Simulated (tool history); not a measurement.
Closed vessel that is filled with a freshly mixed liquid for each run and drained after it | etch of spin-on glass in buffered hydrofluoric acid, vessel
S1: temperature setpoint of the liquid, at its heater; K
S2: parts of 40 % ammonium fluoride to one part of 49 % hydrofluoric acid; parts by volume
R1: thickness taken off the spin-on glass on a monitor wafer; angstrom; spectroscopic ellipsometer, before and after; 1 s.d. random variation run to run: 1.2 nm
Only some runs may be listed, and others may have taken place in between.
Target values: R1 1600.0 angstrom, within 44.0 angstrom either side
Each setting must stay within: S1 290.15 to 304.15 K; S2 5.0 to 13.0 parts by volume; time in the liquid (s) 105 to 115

run 1 hour=0.0 | S1=296.15 S2=8.0 time_in_the_liquid_(s)=105 | R1=2680.8
run 2 hour=6.5 | S1=296.15 S2=8.0 time_in_the_liquid_(s)=115 | R1=2928.9
run 3 hour=14.5 | S1=294.15 S2=8.5 time_in_the_liquid_(s)=115 | R1=2451.9
run 4 hour=16.6 | S1=292.65 S2=9.0 time_in_the_liquid_(s)=115 | R1=2149.6
run 5 hour=22.7 | S1=291.65 S2=9.5 time_in_the_liquid_(s)=115 | R1=1935.6
run 6 hour=24.0 | S1=291.65 S2=8.0 time_in_the_liquid_(s)=115 | R1=2258.6
run 7 hour=31.2 | S1=291.15 S2=8.5 time_in_the_liquid_(s)=115 | R1=2099.3
run 8 hour=36.1 | S1=290.65 S2=9.0 time_in_the_liquid_(s)=115 | R1=1907.5
run 9 hour=43.7 | S1=290.65 S2=9.5 time_in_the_liquid_(s)=115 | R1=1841.1
run 10 hour=50.5 | S1=290.65 S2=10.0 time_in_the_liquid_(s)=115 | R1=1799.9

Which one of the following 5 next-run settings gets every result inside its allowed miss? There is exactly one.
run A hour=57.3 | S1=290.15 S2=9.5 time_in_the_liquid_(s)=110 | R1=?
run B hour=57.3 | S1=290.65 S2=9.5 time_in_the_liquid_(s)=105 | R1=?
run C hour=57.3 | S1=290.15 S2=10.0 time_in_the_liquid_(s)=115 | R1=?
run D hour=57.3 | S1=292.15 S2=11.0 time_in_the_liquid_(s)=105 | R1=?
run E hour=57.3 | S1=292.65 S2=10.5 time_in_the_liquid_(s)=105 | R1=?

move=A R1=1704.3
move=B R1=1673.9
move=C R1=1725.0
move=D R1=1607.8
move=E R1=1730.5
A: gains on the last run, yet a result remains outside its allowed miss
B: gains on the last run, yet a result remains outside its allowed miss
C: gains on the last run, yet a result remains outside its allowed miss
D: every result lands within tolerance
E: gains on the last run, yet a result remains outside its allowed miss
So the answer is move D, the one that meets all the targets.

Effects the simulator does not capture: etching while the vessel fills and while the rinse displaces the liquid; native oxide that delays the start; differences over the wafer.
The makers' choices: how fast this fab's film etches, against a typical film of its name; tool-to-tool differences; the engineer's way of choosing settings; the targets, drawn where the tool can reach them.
